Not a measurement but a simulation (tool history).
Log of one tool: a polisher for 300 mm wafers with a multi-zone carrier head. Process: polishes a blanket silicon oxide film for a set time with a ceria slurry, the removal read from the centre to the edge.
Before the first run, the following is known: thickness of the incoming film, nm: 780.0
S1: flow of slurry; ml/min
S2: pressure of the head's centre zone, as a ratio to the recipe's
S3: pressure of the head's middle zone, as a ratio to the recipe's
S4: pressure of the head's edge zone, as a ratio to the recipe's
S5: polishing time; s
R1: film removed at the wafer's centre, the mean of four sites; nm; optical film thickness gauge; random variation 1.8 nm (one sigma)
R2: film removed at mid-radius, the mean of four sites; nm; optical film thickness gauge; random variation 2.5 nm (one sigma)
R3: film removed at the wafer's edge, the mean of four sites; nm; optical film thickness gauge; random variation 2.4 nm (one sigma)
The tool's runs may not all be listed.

{"run": 1, "hour": 0.0, "S1": 155, "S2": 1.0, "S3": 1.0, "S4": 1.0, "S5": 56, "R1": 261.7, "R2": 257.96, "R3": 253.47}
{"run": 2, "hour": 8.3, "S1": 155, "S2": 1.0, "S3": 1.0, "S4": 1.0, "S5": 42, "R1": 193.13, "R2": 193.89, "R3": 192.91}
{"run": 3, "hour": 13.7, "S1": 150, "S2": 1.0, "S3": 1.01, "S4": 0.98, "S5": 42, "R1": 193.7, "R2": 197.44, "R3": 193.87}
{"run": 4, "hour": 19.8, "S1": 150, "S2": 1.0, "S3": 1.02, "S4": 0.96, "S5": 41, "R1": 186.98, "R2": 191.16, "R3": 184.51}
{"run": 5, "hour": 27.1, "S1": 150, "S2": 1.0, "S3": 1.03, "S4": 0.94, "S5": 41, "R1": 193.06, "R2": 189.28, "R3": 182.2}
{"run": 6, "hour": 32.3, "S1": 150, "S2": 1.0, "S3": 1.03, "S4": 0.94, "S5": 34, "R1": 158.85, "R2": 159.71, "R3": 150.89}
{"run": 7, "hour": 39.6, "S1": 155, "S2": 1.01, "S3": 1.05, "S4": 0.96, "S5": 34, "R1": 160.61, "R2": 164.04, "R3": 149.85}
{"run": 8, "hour": 41.8, "S1": 155, "S2": 1.01, "S3": 1.06, "S4": 0.97, "S5": 35, "R1": 165.73, "R2": 165.49, "R3": 157.93}
{"run": 9, "hour": 50.6, "S1": 160, "S2": 0.99, "S3": 1.07, "S4": 0.95, "S5": 36, "R1": 166.11, "R2": 174.68, "R3": 164.26}
{"run": 10, "hour": 53.1, "S1": 160, "S2": 0.99, "S3": 1.07, "S4": 0.95, "S5": 36, "R1": 168.47, "R2": 174.36, "R3": 158.25}

Run 11, settings as shown, results not yet in. Your forecast:
{"run": 11, "hour": 54.1, "S1": 165, "S2": 0.98, "S3": 1.08, "S4": 0.96, "S5": 36, "R1": "?", "R2": "?", "R3": "?"}

{"run 11": {"R1": 166.63, "R2": 170.22, "R3": 169.65}}

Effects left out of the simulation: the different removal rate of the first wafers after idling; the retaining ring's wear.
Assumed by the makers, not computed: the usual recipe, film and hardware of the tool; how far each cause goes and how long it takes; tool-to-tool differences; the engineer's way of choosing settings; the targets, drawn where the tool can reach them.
